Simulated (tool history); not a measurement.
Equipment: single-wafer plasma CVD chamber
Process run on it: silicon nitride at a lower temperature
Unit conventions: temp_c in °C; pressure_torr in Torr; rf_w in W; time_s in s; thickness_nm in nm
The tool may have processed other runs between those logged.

| run | hour | temp_c | pressure_torr | rf_w | time_s | thickness_nm |
|---|---|---|---|---|---|---|
| 1 | 0.0 | 360 | 1.33 | 275 | 29.8 | 32.249 |
| 2 | 0.9 | 360 | 1.33 | 250 | 29.8 | 30.130 |
| 3 | 4.6 | 360 | 1.38 | 255 | 29.8 | 30.897 |
| 4 | 7.9 | 360 | 1.38 | 220 | 29.8 | 27.798 |
| 5 | 12.5 | 360 | 1.38 | 220 | 30.8 | 28.647 |
|  | 18.6 | thermocouple changed; heater temperature recalibrated |
| 6 | 18.6 | 360 | 1.51 | 220 | 30.8 | 29.308 |
| 7 | 24.5 | 359 | 1.78 | 265 | 30.8 | 34.870 |

Estimate the outcome of run 8 from the log above:
| 8 | 27.4 | 359 | 1.79 | 265 | 30.8 | ? |

Run 8 came out at thickness_nm 35.058 nm.
